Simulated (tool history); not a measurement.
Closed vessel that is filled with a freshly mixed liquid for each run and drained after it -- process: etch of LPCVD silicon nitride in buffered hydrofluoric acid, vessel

run,hour,temperature setpoint of the liquid (C),parts of 40 % ammonium fluoride to one part of 49 % hydrofluoric acid (parts by volume),time in the liquid (s),thickness taken off the LPCVD silicon nitride on a monitor wafer (Å)
1,0,25,9.5,3025,446.87
2,8.5,25,9.5,3230,469.55
3,12.2,25,11,3230,410.44
4,17.8,25,8.5,3230,528.22
5,24.5,28.5,8.5,3230,627.25
6,25.7,28.5,7,3230,773.58
7,32.7,26.5,7.5,3225,638.79
8,34.2,22.5,8.5,3220,460.93
9,38.3,21.5,8.5,3220,429.48
10,40.9,20.5,8.5,3220,404.93
11,45.8,20,8.5,3220,389.05
12,49.9,19.5,8.5,3220,385.42
13,55.4,19,8.5,3220,373.29
14,56.8,18.5,8.5,3220,356.93

Run 15, settings as shown, results not yet in. Your forecast:
15,64.3,18,8.5,3220,?

{"run 15": {"thickness taken off the LPCVD silicon nitride on a monitor wafer (Å)": 346.05}}
